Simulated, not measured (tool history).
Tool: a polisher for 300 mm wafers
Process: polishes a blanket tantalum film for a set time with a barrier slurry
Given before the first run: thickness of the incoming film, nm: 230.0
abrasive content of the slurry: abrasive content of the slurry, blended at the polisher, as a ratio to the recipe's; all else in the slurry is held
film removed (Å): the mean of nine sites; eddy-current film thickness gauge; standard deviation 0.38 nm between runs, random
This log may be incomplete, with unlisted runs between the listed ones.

run	hour	flow of slurry (ml/min)	pressure of the wafer on the pad (kPa)	speed of the pad under the wafer (m/s)	abrasive content of the slurry	polishing time (s)	film removed (Å)
1	0	290	15.2	1.02	1	29	504.9
2	2.3	290	13.8	1.02	1	29	468.13
3	10	290	13.8	1.02	1	29	464.34
4	17	290	13.1	1.02	1	29	438.65
# hour 25.3: slurry blender recalibrated
5	25.3	290	13.1	1.02	1.2	29	503.48
6	28.3	290	11.7	1.02	1.2	29	462.9

Run 7 is up next; what results do you expect?
7	30.9	290	11	1	1.2	29	?

{"run 7": {"film removed (Å)": 419.2}}
